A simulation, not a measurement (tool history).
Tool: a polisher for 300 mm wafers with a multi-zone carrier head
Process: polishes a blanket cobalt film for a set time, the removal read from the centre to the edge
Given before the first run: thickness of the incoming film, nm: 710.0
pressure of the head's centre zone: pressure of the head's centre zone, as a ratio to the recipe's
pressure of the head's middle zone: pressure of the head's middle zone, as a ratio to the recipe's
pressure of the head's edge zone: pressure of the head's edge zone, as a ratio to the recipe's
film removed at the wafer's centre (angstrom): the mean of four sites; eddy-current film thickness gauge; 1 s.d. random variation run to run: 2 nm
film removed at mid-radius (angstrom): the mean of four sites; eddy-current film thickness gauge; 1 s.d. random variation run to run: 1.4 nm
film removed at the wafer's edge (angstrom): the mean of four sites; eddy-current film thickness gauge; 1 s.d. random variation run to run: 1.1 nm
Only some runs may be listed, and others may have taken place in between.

run  hour  flow of slurry (ml/min)  pressure of the head's centre zone  pressure of the head's middle zone  pressure of the head's edge zone  polishing time (s)  film removed at the wafer's centre (angstrom)  film removed at mid-radius (angstrom)  film removed at the wafer's edge (angstrom)
  1   0.0                      195                                1.00                                1.00                              1.00                  51                                         2217.8                                 2250.6                                       2361.1
  2   6.6                      185                                1.01                                0.95                              0.96                  46                                         2035.5                                 2001.4                                       2087.7
  3   9.3                      185                                1.05                                0.95                              0.96                  46                                         2134.6                                 1990.1                                       2054.3
  4  12.8                      185                                1.05                                0.90                              0.96                  46                                         2084.2                                 1934.7                                       2090.5
  5  17.5                      175                                1.07                                0.87                              0.97                  42                                         1948.8                                 1716.0                                       1877.5
  6  21.6                      165                                1.07                                0.85                              0.98                  40                                         1850.4                                 1587.6                                       1780.5
  7  30.2                      155                                1.06                                0.84                              0.98                  39                                         1729.3                                 1504.0                                       1733.0
  8  31.6                      145                                1.06                                0.83                              0.97                  38                                         1646.3                                 1421.1                                       1664.6

Run 9 comes next. What will it give?
  9  40.4                      140                                1.07                                0.83                              0.96                  38                                              ?                                      ?                                            ?

{"run 9": {"film removed at the wafer's centre (angstrom)": 1658.7, "film removed at mid-radius (angstrom)": 1432.0, "film removed at the wafer's edge (angstrom)": 1662.8}}
